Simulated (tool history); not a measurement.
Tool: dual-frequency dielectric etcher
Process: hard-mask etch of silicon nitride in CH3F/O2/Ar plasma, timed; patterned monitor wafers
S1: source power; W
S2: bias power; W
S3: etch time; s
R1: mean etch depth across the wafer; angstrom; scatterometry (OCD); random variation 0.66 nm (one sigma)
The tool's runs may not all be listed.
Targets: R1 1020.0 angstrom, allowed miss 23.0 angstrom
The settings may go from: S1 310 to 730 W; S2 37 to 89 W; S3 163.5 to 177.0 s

run,hour,S1,S2,S3,R1
1,0.0,520,63,177.0,1308.0
2,5.4,460,63,177.0,1263.3
3,10.4,430,56,174.0,1169.7
4,12.8,430,61,174.0,1177.2
5,18.5,400,59,173.0,1132.7
6,23.2,320,59,173.0,1079.4
7,26.8,320,57,172.0,1053.7
8,35.1,320,56,171.5,1050.0

Which of these 4 next moves meets every target?
A,43.4,310,53,171.5,?
B,43.4,310,62,171.5,?
C,43.4,360,61,167.0,?
D,43.4,310,56,177.0,?

move,R1
A,1018.6
B,1070.5
C,1085.9
D,1069.5
A: meets every target
B: further off than the last run
C: further off than the last run
D: further off than the last run
Answer: A

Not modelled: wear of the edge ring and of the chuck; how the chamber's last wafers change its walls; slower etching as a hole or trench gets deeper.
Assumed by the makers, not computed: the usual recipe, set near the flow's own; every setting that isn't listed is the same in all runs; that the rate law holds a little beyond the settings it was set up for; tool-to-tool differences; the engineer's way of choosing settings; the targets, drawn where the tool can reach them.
